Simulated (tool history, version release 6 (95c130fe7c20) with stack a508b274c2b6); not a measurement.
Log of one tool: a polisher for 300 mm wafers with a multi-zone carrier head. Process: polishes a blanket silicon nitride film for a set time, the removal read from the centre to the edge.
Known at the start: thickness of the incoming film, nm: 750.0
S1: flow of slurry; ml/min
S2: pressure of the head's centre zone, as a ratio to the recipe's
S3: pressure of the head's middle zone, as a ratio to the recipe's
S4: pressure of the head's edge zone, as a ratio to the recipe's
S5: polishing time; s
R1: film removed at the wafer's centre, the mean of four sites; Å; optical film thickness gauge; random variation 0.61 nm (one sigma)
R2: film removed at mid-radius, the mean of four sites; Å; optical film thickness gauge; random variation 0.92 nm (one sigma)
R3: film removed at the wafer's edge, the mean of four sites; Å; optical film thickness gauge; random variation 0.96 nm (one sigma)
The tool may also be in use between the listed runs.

{"run": 1, "hour": 0.0, "S1": 230, "S2": 1, "S3": 1, "S4": 1, "S5": 49, "R1": 769.14, "R2": 744.86, "R3": 778.04}
{"run": 2, "hour": 1.2, "S1": 230, "S2": 1.06, "S3": 1, "S4": 1, "S5": 49, "R1": 822.98, "R2": 751.87, "R3": 752.12}
{"run": 3, "hour": 8.6, "S1": 230, "S2": 1.05, "S3": 1, "S4": 0.99, "S5": 48, "R1": 792.51, "R2": 731.03, "R3": 745.37}
{"run": 4, "hour": 11.3, "S1": 230, "S2": 0.99, "S3": 1, "S4": 0.99, "S5": 48, "R1": 747.36, "R2": 734.52, "R3": 738.91}
{"run": 5, "hour": 14.3, "S1": 230, "S2": 0.98, "S3": 1, "S4": 0.98, "S5": 48, "R1": 750.56, "R2": 706.02, "R3": 739.36}
{"run": 6, "hour": 17.1, "S1": 230, "S2": 0.97, "S3": 1.01, "S4": 0.97, "S5": 48, "R1": 731.77, "R2": 746.35, "R3": 740.72}
{"run": 7, "hour": 25.7, "S1": 230, "S2": 0.97, "S3": 1.01, "S4": 0.96, "S5": 48, "R1": 730.56, "R2": 737.17, "R3": 727.05}
{"run": 8, "hour": 28.1, "S1": 230, "S2": 0.97, "S3": 1.01, "S4": 0.95, "S5": 48, "R1": 722.74, "R2": 737.5, "R3": 724.26}

Forecast run 9:
{"run": 9, "hour": 35.0, "S1": 230, "S2": 0.97, "S3": 1.01, "S4": 0.95, "S5": 48, "R1": "?", "R2": "?", "R3": "?"}

R1: 728.02 Å
R2: 742.21 Å
R3: 705.04 Å
